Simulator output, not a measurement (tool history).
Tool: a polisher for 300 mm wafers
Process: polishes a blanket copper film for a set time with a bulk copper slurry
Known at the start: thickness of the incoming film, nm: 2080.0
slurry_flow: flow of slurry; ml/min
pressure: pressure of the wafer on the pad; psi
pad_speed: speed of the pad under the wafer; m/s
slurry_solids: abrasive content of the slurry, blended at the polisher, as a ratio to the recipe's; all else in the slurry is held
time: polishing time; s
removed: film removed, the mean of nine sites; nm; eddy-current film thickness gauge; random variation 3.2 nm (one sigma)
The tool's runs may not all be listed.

| run | hour | slurry_flow | pressure | pad_speed | slurry_solids | time | removed |
|---|---|---|---|---|---|---|---|
| 1 | 0 | 145 | 2.7 | 0.94 | 1 | 41 | 341.05 |
| 2 | 1.6 | 145 | 2.7 | 0.94 | 1 | 36 | 299.53 |
| 3 | 9.5 | 145 | 2.7 | 0.94 | 1.15 | 36 | 314.98 |
| 4 | 16.8 | 145 | 2.5 | 0.94 | 1.15 | 36 | 293.03 |
| 5 | 17.8 | 110 | 2.5 | 0.94 | 1.15 | 36 | 273.59 |
| 6 | 26.7 | 110 | 2.5 | 0.94 | 1.25 | 36 | 275.6 |
| 7 | 28 | 110 | 2.4 | 0.94 | 1.25 | 36 | 265.66 |

Run 8 comes next. What will it give?
| 8 | 35 | 110 | 2.3 | 0.94 | 1.25 | 36 | ? |

removed: 260.25 nm
